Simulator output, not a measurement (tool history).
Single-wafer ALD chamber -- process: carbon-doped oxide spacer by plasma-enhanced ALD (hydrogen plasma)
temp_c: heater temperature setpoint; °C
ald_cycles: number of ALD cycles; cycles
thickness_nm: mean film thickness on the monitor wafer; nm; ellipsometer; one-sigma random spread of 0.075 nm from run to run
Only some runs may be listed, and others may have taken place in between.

run 1 hour=0 | temp_c=380 ald_cycles=382 | thickness_nm=20.126
run 2 hour=7.1 | temp_c=380 ald_cycles=404 | thickness_nm=21.243
run 3 hour=11.5 | temp_c=380 ald_cycles=356 | thickness_nm=18.581
run 4 hour=15.4 | temp_c=380 ald_cycles=368 | thickness_nm=19.32
run 5 hour=19.2 | temp_c=387 ald_cycles=368 | thickness_nm=19.226
run 6 hour=24.1 | temp_c=387 ald_cycles=379 | thickness_nm=19.809
run 7 hour=26.1 | temp_c=387 ald_cycles=388 | thickness_nm=20.4
run 8 hour=34 | temp_c=387 ald_cycles=396 | thickness_nm=20.781
run 9 hour=41.6 | temp_c=387 ald_cycles=403 | thickness_nm=21.221
run 10 hour=44.8 | temp_c=387 ald_cycles=409 | thickness_nm=21.503
run 11 hour=45.4 | temp_c=387 ald_cycles=414 | thickness_nm=21.618

The next listed run, before its measurement:
run 12 hour=51.6 | temp_c=387 ald_cycles=419 | thickness_nm=?

{"run 12": {"thickness_nm": 22.063}}
